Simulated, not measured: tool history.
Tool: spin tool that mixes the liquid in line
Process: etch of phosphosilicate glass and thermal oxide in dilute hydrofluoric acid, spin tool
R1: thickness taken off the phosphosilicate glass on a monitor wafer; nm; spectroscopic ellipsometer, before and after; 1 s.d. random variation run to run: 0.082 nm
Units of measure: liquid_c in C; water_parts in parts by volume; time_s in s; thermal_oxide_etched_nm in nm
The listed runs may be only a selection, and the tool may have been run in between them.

{"run": 1, "hour": 0.0, "liquid_c": 25, "water_parts": 220, "time_s": 75, "R1": 32.137, "thermal_oxide_etched_nm": 1.4081}
{"run": 2, "hour": 8.9, "liquid_c": 23, "water_parts": 260, "time_s": 75, "R1": 24.645, "thermal_oxide_etched_nm": 1.0624}
{"run": 3, "hour": 17.5, "liquid_c": 21.5, "water_parts": 295, "time_s": 75, "R1": 19.804, "thermal_oxide_etched_nm": 0.8752}
{"run": 4, "hour": 20.5, "liquid_c": 21.5, "water_parts": 260, "time_s": 75, "R1": 23.187, "thermal_oxide_etched_nm": 1.0079}
{"run": 5, "hour": 28.9, "liquid_c": 20.5, "water_parts": 290, "time_s": 75, "R1": 19.357, "thermal_oxide_etched_nm": 0.84929}
{"run": 6, "hour": 32.6, "liquid_c": 20.5, "water_parts": 250, "time_s": 75, "R1": 23.589, "thermal_oxide_etched_nm": 1.0446}
{"run": 7, "hour": 34.5, "liquid_c": 17, "water_parts": 340, "time_s": 75, "R1": 14.232, "thermal_oxide_etched_nm": 0.61728}

What will run 8 give?
{"run": 8, "hour": 40.2, "liquid_c": 17, "water_parts": 350, "time_s": 75, "R1": "?", "thermal_oxide_etched_nm": "?"}

Run 8 came out at R1 13.42 nm, thermal_oxide_etched_nm 0.60447 nm.
